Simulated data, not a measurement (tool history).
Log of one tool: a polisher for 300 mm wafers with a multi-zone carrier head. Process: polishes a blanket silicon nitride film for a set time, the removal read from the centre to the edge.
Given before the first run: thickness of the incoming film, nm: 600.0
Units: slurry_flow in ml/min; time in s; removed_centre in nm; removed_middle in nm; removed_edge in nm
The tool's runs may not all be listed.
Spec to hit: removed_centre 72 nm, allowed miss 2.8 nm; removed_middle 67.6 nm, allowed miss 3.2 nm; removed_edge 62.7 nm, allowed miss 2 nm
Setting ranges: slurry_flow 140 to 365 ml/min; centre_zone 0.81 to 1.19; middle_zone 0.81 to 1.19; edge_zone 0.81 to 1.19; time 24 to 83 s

run	hour	slurry_flow	centre_zone	middle_zone	edge_zone	time	removed_centre	removed_middle	removed_edge
1	0	235	1	1	1	53	109.01	107.08	105.25
2	3.5	235	1	0.96	1	53	108.13	103.89	106.04
3	7.9	235	1.06	0.96	1	53	115.08	104.59	108.83
4	13.9	235	1.06	0.96	1	40	86.725	80.053	81.059
5	20.3	235	1.12	0.96	1	40	90.449	81.312	82.418
6	22.2	235	1.11	0.96	0.97	38	86.349	75.941	75.525
7	26.1	230	1.07	0.96	0.94	38	83.412	75.225	75.541
8	34.9	230	1.06	0.97	0.92	36	79.368	74.085	70.426
9	37.1	225	1.05	0.96	0.9	35	74.369	69.43	67.424
10	43.4	220	1.05	0.96	0.88	35	75.062	69.142	66.795
11	45.7	215	1.05	0.96	0.86	35	74.485	70.011	65.362
12	50.6	210	1.05	0.96	0.85	35	72.341	68.99	65.201
# hour 52.3: worn pad replaced by a new one
13	52.3	210	1.06	0.96	0.84	35	83.611	78.206	72.333
14	56.8	230	1.05	0.96	0.84	35	84.904	77.025	73.78
15	64.6	220	1.06	0.96	0.84	35	83.306	78.101	73.168
16	65.4	210	1.07	0.96	0.84	35	84.676	74.467	72.738
17	69.6	200	1.06	0.97	0.84	34	80.759	74.191	69.602
18	76.6	200	1.05	0.97	0.83	33	78.036	72.403	68.07
19	79.8	215	1.05	0.96	0.83	32	76.766	70.514	66.91
20	85.5	205	1.05	0.97	0.83	32	75.492	71.519	65.561
21	87.2	195	1.05	0.97	0.83	32	74.168	70.193	66.004
22	91.7	205	1.05	0.97	0.83	32	76.497	72.314	66.787
23	93.6	205	1.05	0.97	0.83	32	76.695	71.224	66.463
24	100.4	200	1.05	0.97	0.83	32	75.367	70.273	64.795
25	101.2	195	1.05	0.97	0.83	32	75.109	70.501	66.505
26	105.1	205	1.04	0.96	0.83	32	76.024	70.738	66.321

Exercise: of the 4 proposed moves below, exactly one satisfies all targets within the stated allowed misses. Which move is it?
A	109	265	1.03	0.96	0.82	30	?	?	?
B	109	290	1.1	0.91	0.81	30	?	?	?
C	109	225	1.06	0.88	0.91	33	?	?	?
D	109	215	1.16	1.08	0.81	30	?	?	?

move	removed_centre	removed_middle	removed_edge
A	71.89	68.874	61.848
B	77.538	67.757	61.947
C	79.821	71.541	70.416
D	79.063	71.231	60.431
A: each result inside its tolerance
B: brings the last run's worst result on target, with another outside its allowed miss
C: its largest miss is bigger than the last run's
D: the result that was furthest off in the last run now lies on the other side of its target
So the answer is move A, the one that meets all the targets.
